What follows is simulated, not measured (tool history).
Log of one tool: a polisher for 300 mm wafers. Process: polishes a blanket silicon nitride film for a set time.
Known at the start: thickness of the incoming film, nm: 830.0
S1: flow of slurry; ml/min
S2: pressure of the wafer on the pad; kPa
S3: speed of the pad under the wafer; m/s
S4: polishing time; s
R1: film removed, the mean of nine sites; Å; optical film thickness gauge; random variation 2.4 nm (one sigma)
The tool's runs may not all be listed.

{"run": 1, "day": 0.0, "S1": 150, "S2": 23.4, "S3": 1.06, "S4": 93, "R1": 1678.5}
{"run": 2, "day": 0.042, "S1": 150, "S2": 27.6, "S3": 1.06, "S4": 93, "R1": 1902.9}
{"run": 3, "day": 0.138, "S1": 150, "S2": 27.6, "S3": 1.06, "S4": 93, "R1": 1896.7}
{"run": 4, "day": 0.483, "S1": 150, "S2": 23.4, "S3": 1.06, "S4": 93, "R1": 1648.3}
{"run": 5, "day": 0.771, "S1": 155, "S2": 25.5, "S3": 1.06, "S4": 93, "R1": 1812.4}
{"run": 6, "day": 1.0, "S1": 155, "S2": 25.5, "S3": 1.06, "S4": 97, "R1": 1883.7}

Forecast run 7:
{"day": 1.188, "done": "slurry nozzle cleaned"}
{"run": 7, "day": 1.188, "S1": 160, "S2": 26.2, "S3": 1.06, "S4": 97, "R1": "?"}

R1: 1973.2 Å

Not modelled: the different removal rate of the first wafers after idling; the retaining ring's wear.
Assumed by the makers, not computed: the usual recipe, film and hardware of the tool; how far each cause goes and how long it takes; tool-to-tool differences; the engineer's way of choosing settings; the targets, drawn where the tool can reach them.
